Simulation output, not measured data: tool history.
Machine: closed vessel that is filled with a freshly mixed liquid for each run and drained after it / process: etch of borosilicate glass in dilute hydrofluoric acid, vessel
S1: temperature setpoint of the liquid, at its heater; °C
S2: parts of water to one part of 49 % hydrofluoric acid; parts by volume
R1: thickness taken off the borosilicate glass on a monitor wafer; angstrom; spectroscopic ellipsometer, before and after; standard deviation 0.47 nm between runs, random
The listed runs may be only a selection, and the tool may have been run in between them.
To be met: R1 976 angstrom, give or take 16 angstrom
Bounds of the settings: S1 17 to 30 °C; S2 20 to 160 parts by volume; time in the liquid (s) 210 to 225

run 1 hour=0 | S1=22 S2=90 time_in_the_liquid_(s)=210 | R1=502.81
run 2 hour=5.2 | S1=22 S2=60 time_in_the_liquid_(s)=210 | R1=782.31
run 3 hour=9 | S1=20 S2=60 time_in_the_liquid_(s)=210 | R1=727.64
run 4 hour=10.9 | S1=23.5 S2=60 time_in_the_liquid_(s)=210 | R1=829.66
run 5 hour=18.3 | S1=24.5 S2=60 time_in_the_liquid_(s)=210 | R1=864.84
run 6 hour=22.7 | S1=25 S2=60 time_in_the_liquid_(s)=210 | R1=884
run 7 hour=23.8 | S1=25.5 S2=60 time_in_the_liquid_(s)=210 | R1=898.97
run 8 hour=28.3 | S1=25.5 S2=60 time_in_the_liquid_(s)=210 | R1=894.99
run 9 hour=30.6 | S1=26 S2=60 time_in_the_liquid_(s)=210 | R1=919.84
run 10 hour=38.2 | S1=26.5 S2=60 time_in_the_liquid_(s)=210 | R1=950.07

5 candidate next runs follow, results not yet known. Just one meets every target within its allowed miss. Identify it.
run A hour=45.8 | S1=24 S2=55 time_in_the_liquid_(s)=210 | R1=?
run B hour=45.8 | S1=30 S2=70 time_in_the_liquid_(s)=210 | R1=?
run C hour=45.8 | S1=27.5 S2=60 time_in_the_liquid_(s)=210 | R1=?
run D hour=45.8 | S1=27 S2=65 time_in_the_liquid_(s)=225 | R1=?
run E hour=45.8 | S1=26.5 S2=65 time_in_the_liquid_(s)=225 | R1=?

move=A R1=931.05
move=B R1=909.28
move=C R1=976.15
move=D R1=939.82
move=E R1=921.32
A: lands further from the targets than the last run did
B: lands further from the targets than the last run did
C: hits every target within its allowed miss
D: lands further from the targets than the last run did
E: lands further from the targets than the last run did
Go with C: it meets all targets.
